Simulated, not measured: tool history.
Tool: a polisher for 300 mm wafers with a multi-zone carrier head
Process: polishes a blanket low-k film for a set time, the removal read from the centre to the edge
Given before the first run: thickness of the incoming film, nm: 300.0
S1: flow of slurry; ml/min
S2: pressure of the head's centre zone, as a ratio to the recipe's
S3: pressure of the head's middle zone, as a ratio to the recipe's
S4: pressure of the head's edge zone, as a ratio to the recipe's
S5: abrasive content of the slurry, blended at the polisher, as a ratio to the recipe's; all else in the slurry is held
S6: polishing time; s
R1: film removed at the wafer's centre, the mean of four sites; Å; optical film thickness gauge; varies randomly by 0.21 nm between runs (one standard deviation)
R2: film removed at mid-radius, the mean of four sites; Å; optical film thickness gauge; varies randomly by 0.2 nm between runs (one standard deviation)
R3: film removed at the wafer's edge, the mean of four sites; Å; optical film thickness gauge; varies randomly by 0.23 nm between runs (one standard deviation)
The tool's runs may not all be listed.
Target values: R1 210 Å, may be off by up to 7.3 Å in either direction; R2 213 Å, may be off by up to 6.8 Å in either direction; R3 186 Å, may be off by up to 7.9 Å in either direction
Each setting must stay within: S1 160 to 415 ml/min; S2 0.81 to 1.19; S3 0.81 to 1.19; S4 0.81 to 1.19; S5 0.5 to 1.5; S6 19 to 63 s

| run | day | S1 | S2 | S3 | S4 | S5 | S6 | R1 | R2 | R3 |
|---|---|---|---|---|---|---|---|---|---|---|
| 1 | 0 | 265 | 1 | 1 | 1 | 1 | 41 | 122.64 | 128.33 | 124.72 |
| 2 | 0.304 | 265 | 0.93 | 1 | 1 | 1 | 41 | 117.32 | 127.73 | 125.11 |
| 3 | 0.354 | 265 | 0.93 | 1 | 1 | 1.15 | 41 | 122.28 | 137.91 | 137.95 |
| 4 | 0.496 | 265 | 0.87 | 1 | 1 | 1.15 | 41 | 117.67 | 138.6 | 133.51 |
| 5 | 0.758 | 305 | 0.98 | 1.03 | 0.94 | 1.25 | 44 | 147.88 | 161.01 | 147.82 |
| 6 | 1.125 | 305 | 0.98 | 1.03 | 0.94 | 1.1 | 44 | 139.95 | 148.23 | 137.86 |
| 7 | 1.267 | 320 | 1.04 | 1.05 | 0.95 | 1.25 | 45 | 162.19 | 166.93 | 154.57 |
| 8 | 1.412 | 330 | 1.08 | 1.09 | 0.96 | 1.35 | 45 | 175.48 | 180.59 | 159.31 |
| 9 | 1.725 | 335 | 1.1 | 1.11 | 0.99 | 1.4 | 46 | 186.31 | 191.06 | 166.93 |

Below are 5 possible settings for the next run. Only one of them brings all results inside the allowed miss of their targets. Which is it?
| A | 2.038 | 285 | 1.06 | 1.08 | 1.04 | 1.5 | 42 | ? | ? | ? |
| B | 2.038 | 350 | 1.06 | 1.13 | 1 | 1.4 | 50 | ? | ? | ? |
| C | 2.038 | 355 | 0.87 | 1.18 | 1.11 | 1.45 | 48 | ? | ? | ? |
| D | 2.038 | 330 | 1.09 | 1.09 | 0.91 | 1.25 | 55 | ? | ? | ? |
| E | 2.038 | 350 | 1.03 | 1.05 | 1.01 | 1.35 | 51 | ? | ? | ? |

| move | R1 | R2 | R3 |
|---|---|---|---|
| A | 166.63 | 171.97 | 158.28 |
| B | 196.54 | 210.43 | 182.29 |
| C | 157.15 | 213.22 | 186.01 |
| D | 210.12 | 212.22 | 182.57 |
| E | 191.59 | 198.44 | 184 |
A: the biggest miss grows against the last run
B: an improvement on the last run, though not all results are within tolerance
C: the biggest miss grows against the last run
D: every result lands within tolerance
E: an improvement on the last run, though not all results are within tolerance
The move that meets every target is D.

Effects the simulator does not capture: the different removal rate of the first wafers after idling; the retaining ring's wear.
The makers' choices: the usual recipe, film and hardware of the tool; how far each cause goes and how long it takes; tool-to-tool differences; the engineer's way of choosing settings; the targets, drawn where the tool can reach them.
